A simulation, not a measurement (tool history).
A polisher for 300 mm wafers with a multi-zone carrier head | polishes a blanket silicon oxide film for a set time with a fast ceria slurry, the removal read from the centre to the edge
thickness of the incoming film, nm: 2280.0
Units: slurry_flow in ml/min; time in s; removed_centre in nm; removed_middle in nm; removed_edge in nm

| run | day | slurry_flow | centre_zone | middle_zone | edge_zone | time | removed_centre | removed_middle | removed_edge |
|---|---|---|---|---|---|---|---|---|---|
| 1 | 0 | 215 | 1 | 1 | 1 | 79 | 753.28 | 729.27 | 747.6 |
| 2 | 0.158 | 180 | 1 | 1 | 1 | 79 | 727.73 | 708.72 | 732.86 |
| 3 | 0.521 | 175 | 0.97 | 0.97 | 0.98 | 73 | 643.95 | 626.96 | 669.69 |
| 4 | 0.888 | 175 | 0.97 | 0.91 | 0.98 | 73 | 648.55 | 607.41 | 662.96 |
| 5 | 0.954 | 170 | 0.94 | 0.9 | 0.95 | 70 | 599.85 | 567.32 | 630.89 |
| 6 | 0.983 | 170 | 1.01 | 0.9 | 0.95 | 70 | 638.81 | 561.75 | 641.05 |
| 7 | 1.254 | 170 | 0.97 | 0.9 | 0.93 | 67 | 593.49 | 545.23 | 601.25 |
| 8 | 1.404 | 165 | 0.94 | 0.89 | 0.92 | 65 | 544.72 | 518.54 | 571.11 |
| 9 | 1.633 | 160 | 0.92 | 0.88 | 0.9 | 64 | 529.98 | 495.14 | 553.59 |

The next listed run, before its measurement:
| 10 | 1.979 | 155 | 0.9 | 0.88 | 0.89 | 64 | ? | ? | ? |

removed_centre: 512.87 nm
removed_middle: 500.54 nm
removed_edge: 547.78 nm
